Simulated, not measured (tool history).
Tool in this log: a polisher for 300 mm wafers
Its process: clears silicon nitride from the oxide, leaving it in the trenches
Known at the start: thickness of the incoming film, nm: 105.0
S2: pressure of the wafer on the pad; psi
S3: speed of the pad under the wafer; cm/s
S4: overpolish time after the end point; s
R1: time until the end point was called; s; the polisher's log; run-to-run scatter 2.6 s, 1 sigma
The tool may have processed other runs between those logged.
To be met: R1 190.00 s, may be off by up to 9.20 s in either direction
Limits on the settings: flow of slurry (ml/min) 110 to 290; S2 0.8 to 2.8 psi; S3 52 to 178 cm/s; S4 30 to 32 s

{"run": 1, "hour": 0.0, "flow of slurry (ml/min)": 185, "S2": 1.8, "S3": 114, "S4": 30, "R1": 147.94}
{"run": 2, "hour": 3.8, "flow of slurry (ml/min)": 140, "S2": 1.8, "S3": 114, "S4": 30, "R1": 161.35}
{"run": 3, "hour": 9.9, "flow of slurry (ml/min)": 170, "S2": 1.8, "S3": 114, "S4": 30, "R1": 153.47}
{"run": 4, "hour": 15.2, "flow of slurry (ml/min)": 170, "S2": 1.8, "S3": 114, "S4": 30, "R1": 153.87}
{"run": 5, "hour": 22.4, "flow of slurry (ml/min)": 135, "S2": 1.8, "S3": 114, "S4": 30, "R1": 163.05}
{"run": 6, "hour": 24.4, "flow of slurry (ml/min)": 135, "S2": 1.9, "S3": 114, "S4": 30, "R1": 153.69}
{"run": 7, "hour": 30.1, "flow of slurry (ml/min)": 135, "S2": 1.8, "S3": 114, "S4": 30, "R1": 163.27}
{"run": 8, "hour": 35.3, "flow of slurry (ml/min)": 135, "S2": 1.8, "S3": 114, "S4": 30, "R1": 159.7}

Of the 5 settings listed for the next run, only one would bring every result within its allowed miss of target. Which one?
{"run": "A", "hour": 40.5, "flow of slurry (ml/min)": 125, "S2": 2.2, "S3": 120, "S4": 32, "R1": "?"}
{"run": "B", "hour": 40.5, "flow of slurry (ml/min)": 120, "S2": 1.9, "S3": 142, "S4": 32, "R1": "?"}
{"run": "C", "hour": 40.5, "flow of slurry (ml/min)": 175, "S2": 1.4, "S3": 114, "S4": 30, "R1": "?"}
{"run": "D", "hour": 40.5, "flow of slurry (ml/min)": 175, "S2": 1.8, "S3": 134, "S4": 32, "R1": "?"}
{"run": "E", "hour": 40.5, "flow of slurry (ml/min)": 170, "S2": 2.0, "S3": 120, "S4": 30, "R1": "?"}

move=A R1=127.90
move=B R1=126.22
move=C R1=187.92
move=D R1=127.32
move=E R1=129.23
A: moves away from the targets compared with the last run
B: moves away from the targets compared with the last run
C: all results land within tolerance of their targets
D: moves away from the targets compared with the last run
E: moves away from the targets compared with the last run
Go with C: it meets all targets.

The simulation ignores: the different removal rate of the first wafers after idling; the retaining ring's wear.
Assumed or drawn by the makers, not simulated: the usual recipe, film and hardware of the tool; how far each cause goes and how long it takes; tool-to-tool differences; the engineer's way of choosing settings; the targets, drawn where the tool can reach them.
